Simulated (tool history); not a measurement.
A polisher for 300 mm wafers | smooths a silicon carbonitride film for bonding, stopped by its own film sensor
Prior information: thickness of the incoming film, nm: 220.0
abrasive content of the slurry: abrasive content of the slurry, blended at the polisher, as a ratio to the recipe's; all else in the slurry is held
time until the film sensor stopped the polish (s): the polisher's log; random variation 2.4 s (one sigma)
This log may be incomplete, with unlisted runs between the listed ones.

run  hour  flow of slurry (ml/min)  pressure of the wafer on the pad (psi)  speed of the pad under the wafer (cm/s)  abrasive content of the slurry  target thickness at which the film sensor stops the polish (nm)  time until the film sensor stopped the polish (s)
  1     0                      225                                     2.2                                       86                               1                                                              195                                              107.1
  2   5.2                      225                                     2.2                                       86                               1                                                              195                                             106.34
  3  10.1                      225                                       2                                       86                               1                                                              195                                             114.66
  4  16.9                      225                                     2.5                                       86                               1                                                              195                                             95.993
  5  24.6                      225                                     2.2                                       84                               1                                                              195                                             110.48
  6  27.6                      280                                     2.2                                       84                               1                                                              195                                             104.31

The next listed run, before its measurement:
  7  31.6                      275                                       2                                       82                               1                                                              195                                                  ?

time until the film sensor stopped the polish (s): 115.12
